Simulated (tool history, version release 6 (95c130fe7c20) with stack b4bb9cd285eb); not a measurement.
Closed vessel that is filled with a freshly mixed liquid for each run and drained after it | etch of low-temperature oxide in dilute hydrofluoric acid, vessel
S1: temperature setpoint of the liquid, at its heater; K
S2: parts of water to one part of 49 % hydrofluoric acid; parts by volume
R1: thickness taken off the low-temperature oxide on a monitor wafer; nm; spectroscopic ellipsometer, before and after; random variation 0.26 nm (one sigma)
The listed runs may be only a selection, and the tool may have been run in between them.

Run 1, hour 0: S1 294.15 K, S2 270 parts by volume, time in the liquid (s) 1860. Result: R1 69.593 nm.
Run 2, hour 5.5: S1 296.65 K, S2 270 parts by volume, time in the liquid (s) 1860. Result: R1 76.944 nm.
Run 3, hour 9.4: S1 294.65 K, S2 275 parts by volume, time in the liquid (s) 1860. Result: R1 69.747 nm.
Run 4, hour 13.5: S1 294.65 K, S2 275 parts by volume, time in the liquid (s) 1860. Result: R1 70.025 nm.
Run 5, hour 14.8: S1 298.15 K, S2 275 parts by volume, time in the liquid (s) 1860. Result: R1 79.064 nm.
Run 6, hour 23.4: S1 296.15 K, S2 280 parts by volume, time in the liquid (s) 1860. Result: R1 72.698 nm.
Run 7, hour 24.2: S1 294.65 K, S2 280 parts by volume, time in the liquid (s) 1860. Result: R1 68.96 nm.
Run 8, hour 28.9: S1 293.15 K, S2 285 parts by volume, time in the liquid (s) 1860. Result: R1 63.299 nm.
Run 9, hour 36: S1 292.15 K, S2 285 parts by volume, time in the liquid (s) 1860. Result: R1 60.915 nm.

What does the tool deliver on the next run?
Run 10, hour 44.5: S1 291.65 K, S2 285 parts by volume, time in the liquid (s) 1860. Result: R1 ?.

{"run 10": {"R1": 59.759}}

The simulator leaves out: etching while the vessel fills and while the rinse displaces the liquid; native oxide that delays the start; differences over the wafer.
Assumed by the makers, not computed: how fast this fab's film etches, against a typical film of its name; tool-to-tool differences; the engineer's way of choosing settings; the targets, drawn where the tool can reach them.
